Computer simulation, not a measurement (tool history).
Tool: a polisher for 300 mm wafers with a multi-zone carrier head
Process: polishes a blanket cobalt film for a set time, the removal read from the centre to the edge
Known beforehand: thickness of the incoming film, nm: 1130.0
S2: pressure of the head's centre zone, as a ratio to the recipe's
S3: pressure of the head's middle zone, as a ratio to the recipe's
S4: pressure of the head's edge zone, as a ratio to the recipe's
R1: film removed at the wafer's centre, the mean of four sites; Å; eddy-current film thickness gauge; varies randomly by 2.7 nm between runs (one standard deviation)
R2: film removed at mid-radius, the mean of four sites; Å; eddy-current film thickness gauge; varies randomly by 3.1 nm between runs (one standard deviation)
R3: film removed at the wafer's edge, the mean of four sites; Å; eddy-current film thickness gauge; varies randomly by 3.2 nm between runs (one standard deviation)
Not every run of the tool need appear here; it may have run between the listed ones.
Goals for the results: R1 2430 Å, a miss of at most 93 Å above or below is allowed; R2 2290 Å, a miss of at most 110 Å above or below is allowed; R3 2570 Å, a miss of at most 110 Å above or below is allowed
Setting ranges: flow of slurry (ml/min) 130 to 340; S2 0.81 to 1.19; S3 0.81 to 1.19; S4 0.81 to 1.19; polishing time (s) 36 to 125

Run 1, hour 0: flow of slurry (ml/min) 220, S2 1, S3 1, S4 1, polishing time (s) 80. Result: R1 3547.8 Å, R2 3646.2 Å, R3 3576.5 Å.
Run 2, hour 5.5: flow of slurry (ml/min) 220, S2 1.07, S3 1, S4 1, polishing time (s) 80. Result: R1 3697 Å, R2 3590 Å, R3 3478.7 Å.
Run 3, hour 6.3: flow of slurry (ml/min) 210, S2 1.04, S3 0.96, S4 1, polishing time (s) 71. Result: R1 3190.2 Å, R2 3090.2 Å, R3 3136.6 Å.
Run 4, hour 9.6: flow of slurry (ml/min) 200, S2 1.02, S3 0.93, S4 0.99, polishing time (s) 66. Result: R1 2914.6 Å, R2 2719 Å, R3 2886.3 Å.
Run 5, hour 14.2: flow of slurry (ml/min) 180, S2 1.02, S3 0.93, S4 0.99, polishing time (s) 66. Result: R1 2784.5 Å, R2 2662.6 Å, R3 2922.3 Å.
Run 6, hour 18.1: flow of slurry (ml/min) 180, S2 1.02, S3 0.93, S4 0.99, polishing time (s) 82. Result: R1 3504.6 Å, R2 3298.2 Å, R3 3575.4 Å.
Run 7, hour 26.1: flow of slurry (ml/min) 180, S2 1, S3 0.91, S4 0.97, polishing time (s) 74. Result: R1 3093.9 Å, R2 2982 Å, R3 3202.8 Å.
Run 8, hour 35.1: flow of slurry (ml/min) 160, S2 0.98, S3 0.82, S4 0.96, polishing time (s) 54. Result: R1 2209.9 Å, R2 1954.4 Å, R3 2326.1 Å.

Pick the move, out of 5, that brings all results within their allowed miss; only one does.
Run A, hour 44.1: flow of slurry (ml/min) 130, S2 0.88, S3 0.81, S4 1.04, polishing time (s) 65. Result: R1 ?, R2 ?, R3 ?.
Run B, hour 44.1: flow of slurry (ml/min) 185, S2 0.95, S3 0.86, S4 0.95, polishing time (s) 59. Result: R1 ?, R2 ?, R3 ?.
Run C, hour 44.1: flow of slurry (ml/min) 270, S2 1.12, S3 1.02, S4 0.81, polishing time (s) 46. Result: R1 ?, R2 ?, R3 ?.
Run D, hour 44.1: flow of slurry (ml/min) 205, S2 1.12, S3 0.81, S4 1.01, polishing time (s) 49. Result: R1 ?, R2 ?, R3 ?.
Run E, hour 44.1: flow of slurry (ml/min) 170, S2 1.01, S3 0.89, S4 0.82, polishing time (s) 61. Result: R1 ?, R2 ?, R3 ?.

move      R1      R2      R3
   A  2215.5  2153.9  2780.6
   B  2374.2  2220.4  2553.8
   C  2323.2  2105.8  1924.4
   D  2371.6  1784.4  2213.2
   E  2565.7  2324.2  2440.3
A: closer than the last run, but not yet in spec
B: hits every target within its allowed miss
C: further off than the last run
D: further off than the last run
E: the furthest-off result lands on target, but another misses its tolerance
So the answer is move B, the one that meets all the targets.
